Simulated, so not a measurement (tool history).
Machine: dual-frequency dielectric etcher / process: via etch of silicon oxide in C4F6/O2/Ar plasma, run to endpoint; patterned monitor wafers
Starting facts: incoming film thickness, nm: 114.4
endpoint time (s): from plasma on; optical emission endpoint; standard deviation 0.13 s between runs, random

run 1 hour=0 | bias_power_(W)=538 source_power_(W)=340 Ar_flow_(sccm)=366 | endpoint_time_(s)=26.206
run 2 hour=2.2 | bias_power_(W)=538 source_power_(W)=340 Ar_flow_(sccm)=389 | endpoint_time_(s)=25.736
run 3 hour=3.2 | bias_power_(W)=571 source_power_(W)=340 Ar_flow_(sccm)=390 | endpoint_time_(s)=25.715
run 4 hour=7.3 | bias_power_(W)=599 source_power_(W)=360 Ar_flow_(sccm)=389 | endpoint_time_(s)=24.206
run 5 hour=13.4 | bias_power_(W)=599 source_power_(W)=360 Ar_flow_(sccm)=455 | endpoint_time_(s)=25.239
run 6 hour=20.3 | bias_power_(W)=511 source_power_(W)=360 Ar_flow_(sccm)=455 | endpoint_time_(s)=26.79

Run 7 comes next. What will it give?
run 7 hour=24.9 | bias_power_(W)=551 source_power_(W)=370 Ar_flow_(sccm)=453 | endpoint_time_(s)=?

Run 7 came out at endpoint time (s) 25.433.

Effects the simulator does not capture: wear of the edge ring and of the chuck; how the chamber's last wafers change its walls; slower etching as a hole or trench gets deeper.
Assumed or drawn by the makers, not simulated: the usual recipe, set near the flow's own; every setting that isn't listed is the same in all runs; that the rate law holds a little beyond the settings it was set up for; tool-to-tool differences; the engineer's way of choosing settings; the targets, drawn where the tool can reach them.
